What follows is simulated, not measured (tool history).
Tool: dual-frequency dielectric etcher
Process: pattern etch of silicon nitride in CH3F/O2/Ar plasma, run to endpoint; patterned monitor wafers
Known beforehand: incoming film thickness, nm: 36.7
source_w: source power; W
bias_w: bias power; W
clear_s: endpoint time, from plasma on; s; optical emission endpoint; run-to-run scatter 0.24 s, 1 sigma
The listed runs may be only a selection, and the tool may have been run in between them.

run  hour  source_w  bias_w  clear_s
  1   0.0       520      78   46.130
  2   2.3       520      66   47.956
  3  10.5       500      65   48.407
  4  19.1       500      71   46.953
  5  23.3       480      67   48.144
  6  24.7       460      64   48.943

Run 7 comes next. What will it give?
  7  32.1       450      62        ?

{"run 7": {"clear_s": 50.319}}
